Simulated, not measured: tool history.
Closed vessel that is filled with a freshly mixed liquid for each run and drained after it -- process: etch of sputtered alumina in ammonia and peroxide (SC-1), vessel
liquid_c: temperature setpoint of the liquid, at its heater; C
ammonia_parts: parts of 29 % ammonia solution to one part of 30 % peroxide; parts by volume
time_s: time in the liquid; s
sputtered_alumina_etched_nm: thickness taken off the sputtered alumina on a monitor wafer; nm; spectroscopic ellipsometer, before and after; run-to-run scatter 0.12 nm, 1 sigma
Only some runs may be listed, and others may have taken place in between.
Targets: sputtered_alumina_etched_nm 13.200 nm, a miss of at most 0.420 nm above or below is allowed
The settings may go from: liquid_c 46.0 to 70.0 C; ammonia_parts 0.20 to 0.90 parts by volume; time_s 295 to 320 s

| run | day | liquid_c | ammonia_parts | time_s | sputtered_alumina_etched_nm |
|---|---|---|---|---|---|
| 1 | 0.000 | 62.0 | 0.50 | 295 | 23.576 |
| 2 | 0.150 | 62.0 | 0.70 | 295 | 24.578 |
| 3 | 0.212 | 62.0 | 0.70 | 320 | 26.818 |
| 4 | 0.275 | 60.5 | 0.70 | 320 | 24.439 |
| 5 | 0.367 | 60.5 | 0.70 | 320 | 24.771 |
| 6 | 0.400 | 59.0 | 0.70 | 320 | 22.688 |
| 7 | 0.704 | 58.0 | 0.70 | 320 | 21.462 |
| 8 | 0.767 | 57.0 | 0.70 | 320 | 20.803 |
| 9 | 0.938 | 56.0 | 0.70 | 320 | 19.389 |
|  | 1.108 | thermometer replaced |
| 10 | 1.108 | 55.0 | 0.70 | 320 | 17.459 |
| 11 | 1.142 | 54.5 | 0.70 | 320 | 16.870 |
| 12 | 1.438 | 54.0 | 0.70 | 320 | 16.569 |
| 13 | 1.567 | 53.5 | 0.70 | 320 | 16.312 |

4 next moves are on the table. One of them brings every result within its allowed miss. Which?
| A | 1.696 | 51.0 | 0.65 | 300 | ? |
| B | 1.696 | 57.0 | 0.60 | 320 | ? |
| C | 1.696 | 51.5 | 0.65 | 320 | ? |
| D | 1.696 | 59.0 | 0.75 | 320 | ? |

| move | sputtered_alumina_etched_nm |
|---|---|
| A | 13.145 |
| B | 19.182 |
| C | 14.409 |
| D | 21.740 |
A: hits every target within its allowed miss
B: moves away from the targets compared with the last run
C: closes in on the targets versus the last run, not all within tolerance yet
D: moves away from the targets compared with the last run
A meets every target.
